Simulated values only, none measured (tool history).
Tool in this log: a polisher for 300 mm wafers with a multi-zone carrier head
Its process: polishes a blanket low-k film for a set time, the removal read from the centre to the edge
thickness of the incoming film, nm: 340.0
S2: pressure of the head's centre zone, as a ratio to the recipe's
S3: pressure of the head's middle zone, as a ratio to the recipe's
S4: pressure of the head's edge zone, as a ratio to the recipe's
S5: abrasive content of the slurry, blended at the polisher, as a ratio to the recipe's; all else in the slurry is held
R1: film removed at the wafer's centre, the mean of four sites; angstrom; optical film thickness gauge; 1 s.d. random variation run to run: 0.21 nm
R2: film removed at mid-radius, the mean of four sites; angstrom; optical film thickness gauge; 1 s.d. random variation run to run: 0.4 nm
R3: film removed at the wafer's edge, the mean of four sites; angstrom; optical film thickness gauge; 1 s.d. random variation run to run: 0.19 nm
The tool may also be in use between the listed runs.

Run 1, day 0: flow of slurry (ml/min) 195, S2 1, S3 1, S4 1, S5 1, polishing time (s) 75. Result: R1 215.22 angstrom, R2 212.21 angstrom, R3 218.67 angstrom.
Run 2, day 0.275: flow of slurry (ml/min) 205, S2 1.02, S3 1.01, S4 1.02, S5 1.05, polishing time (s) 75. Result: R1 222.13 angstrom, R2 223.14 angstrom, R3 222.8 angstrom.
Run 3, day 0.638: flow of slurry (ml/min) 205, S2 1.02, S3 1.01, S4 0.94, S5 1.05, polishing time (s) 75. Result: R1 220.14 angstrom, R2 223.35 angstrom, R3 214.01 angstrom.
Run 4, day 0.683: flow of slurry (ml/min) 245, S2 1.02, S3 1.01, S4 0.94, S5 1.05, polishing time (s) 75. Result: R1 227.06 angstrom, R2 225.82 angstrom, R3 218.13 angstrom.
Run 5, day 0.762: flow of slurry (ml/min) 275, S2 1.02, S3 1.01, S4 0.94, S5 1.05, polishing time (s) 75. Result: R1 231.42 angstrom, R2 226.85 angstrom, R3 222.33 angstrom.
Run 6, day 1.008: flow of slurry (ml/min) 305, S2 1.02, S3 1.01, S4 0.94, S5 1.05, polishing time (s) 75. Result: R1 232.69 angstrom, R2 229.68 angstrom, R3 226.03 angstrom.
Run 7, day 1.383: flow of slurry (ml/min) 305, S2 1.04, S3 1.01, S4 0.96, S5 1.1, polishing time (s) 75. Result: R1 241.55 angstrom, R2 228.2 angstrom, R3 230.63 angstrom.
Run 8, day 1.683: flow of slurry (ml/min) 305, S2 1.05, S3 1.02, S4 0.98, S5 1.15, polishing time (s) 76. Result: R1 248.07 angstrom, R2 244.04 angstrom, R3 239.01 angstrom.
Run 9, day 1.783: flow of slurry (ml/min) 305, S2 1.06, S3 1.01, S4 0.99, S5 1.2, polishing time (s) 77. Result: R1 260.74 angstrom, R2 245.34 angstrom, R3 245.66 angstrom.
At day 2.133: worn pad replaced by a new one.
Run 10, day 2.133: flow of slurry (ml/min) 280, S2 1.12, S3 1.07, S4 1.09, S5 1.45, polishing time (s) 85. Result: R1 344.45 angstrom, R2 333.22 angstrom, R3 330.56 angstrom.

The next listed run, before its measurement:
Run 11, day 2.408: flow of slurry (ml/min) 280, S2 1.12, S3 1.06, S4 1.08, S5 1.45, polishing time (s) 85. Result: R1 ?, R2 ?, R3 ?.

R1: 343.76 angstrom
R2: 335.53 angstrom
R3: 327.43 angstrom
